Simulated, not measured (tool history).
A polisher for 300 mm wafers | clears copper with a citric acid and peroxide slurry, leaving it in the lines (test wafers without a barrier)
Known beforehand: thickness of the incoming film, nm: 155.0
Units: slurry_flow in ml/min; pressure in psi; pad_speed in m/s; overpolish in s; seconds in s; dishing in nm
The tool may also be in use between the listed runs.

Run 1, hour 0.0: slurry_flow 235 ml/min, pressure 2.5 psi, pad_speed 0.92 m/s, slurry_solids 1.00, overpolish 28 s. Result: seconds 85.647 s, dishing 35.1510 nm.
Run 2, hour 5.3: slurry_flow 235 ml/min, pressure 2.3 psi, pad_speed 0.94 m/s, slurry_solids 1.00, overpolish 24 s. Result: seconds 87.135 s, dishing 28.6720 nm.
Run 3, hour 12.7: slurry_flow 235 ml/min, pressure 1.8 psi, pad_speed 0.94 m/s, slurry_solids 1.00, overpolish 24 s. Result: seconds 107.390 s, dishing 22.5650 nm.
Run 4, hour 16.6: slurry_flow 235 ml/min, pressure 1.8 psi, pad_speed 1.12 m/s, slurry_solids 1.00, overpolish 24 s. Result: seconds 91.495 s, dishing 27.6620 nm.
Run 5, hour 23.4: slurry_flow 235 ml/min, pressure 1.8 psi, pad_speed 1.12 m/s, slurry_solids 1.00, overpolish 33 s. Result: seconds 90.288 s, dishing 35.8960 nm.
Run 6, hour 29.7: slurry_flow 235 ml/min, pressure 1.8 psi, pad_speed 1.12 m/s, slurry_solids 1.00, overpolish 42 s. Result: seconds 95.829 s, dishing 43.0940 nm.
Run 7, hour 33.6: slurry_flow 235 ml/min, pressure 1.1 psi, pad_speed 1.16 m/s, slurry_solids 1.00, overpolish 28 s. Result: seconds 145.280 s, dishing 20.5960 nm.
At hour 37.0: slurry blender recalibrated.
Run 8, hour 37.0: slurry_flow 250 ml/min, pressure 1.2 psi, pad_speed 1.12 m/s, slurry_solids 1.10, overpolish 24 s. Result: seconds 134.690 s, dishing 19.7440 nm.
Run 9, hour 41.2: slurry_flow 230 ml/min, pressure 1.4 psi, pad_speed 1.10 m/s, slurry_solids 0.95, overpolish 21 s. Result: seconds 119.400 s, dishing 20.2630 nm.
Run 10, hour 42.3: slurry_flow 230 ml/min, pressure 1.5 psi, pad_speed 1.06 m/s, slurry_solids 1.05, overpolish 18 s. Result: seconds 111.860 s, dishing 17.7810 nm.
Run 11, hour 45.2: slurry_flow 220 ml/min, pressure 1.5 psi, pad_speed 1.06 m/s, slurry_solids 1.10, overpolish 17 s. Result: seconds 110.470 s, dishing 17.3230 nm.
Run 12, hour 51.2: slurry_flow 200 ml/min, pressure 1.8 psi, pad_speed 1.10 m/s, slurry_solids 1.20, overpolish 8 s. Result: seconds 90.088 s, dishing 10.3320 nm.
Run 13, hour 54.2: slurry_flow 200 ml/min, pressure 1.8 psi, pad_speed 1.10 m/s, slurry_solids 1.20, overpolish 8 s. Result: seconds 86.025 s, dishing 10.1440 nm.
Run 14, hour 59.0: slurry_flow 215 ml/min, pressure 1.8 psi, pad_speed 1.10 m/s, slurry_solids 1.15, overpolish 8 s. Result: seconds 88.511 s, dishing 9.7088 nm.
Run 15, hour 61.5: slurry_flow 210 ml/min, pressure 1.8 psi, pad_speed 1.08 m/s, slurry_solids 1.10, overpolish 9 s. Result: seconds 93.170 s, dishing 11.1190 nm.
Run 16, hour 65.2: slurry_flow 210 ml/min, pressure 1.8 psi, pad_speed 1.08 m/s, slurry_solids 1.05, overpolish 10 s. Result: seconds 93.977 s, dishing 12.1740 nm.
Run 17, hour 67.6: slurry_flow 215 ml/min, pressure 1.8 psi, pad_speed 1.08 m/s, slurry_solids 1.00, overpolish 10 s. Result: seconds 93.032 s, dishing 12.3620 nm.
Run 18, hour 74.3: slurry_flow 220 ml/min, pressure 1.8 psi, pad_speed 1.08 m/s, slurry_solids 1.00, overpolish 10 s. Result: seconds 96.989 s, dishing 12.6760 nm.
Run 19, hour 76.7: slurry_flow 225 ml/min, pressure 1.8 psi, pad_speed 1.08 m/s, slurry_solids 1.00, overpolish 10 s. Result: seconds 92.733 s, dishing 12.4380 nm.
Run 20, hour 82.0: slurry_flow 225 ml/min, pressure 1.8 psi, pad_speed 1.08 m/s, slurry_solids 1.00, overpolish 11 s. Result: seconds 93.525 s, dishing 13.4350 nm.
Run 21, hour 88.6: slurry_flow 230 ml/min, pressure 1.8 psi, pad_speed 1.08 m/s, slurry_solids 0.95, overpolish 11 s. Result: seconds 91.871 s, dishing 13.3070 nm.

Expected results for the next run?
Run 22, hour 94.9: slurry_flow 230 ml/min, pressure 1.8 psi, pad_speed 1.08 m/s, slurry_solids 0.95, overpolish 11 s. Result: seconds ?, dishing ?.

{"run 22": {"seconds": 93.173, "dishing": 12.957}}
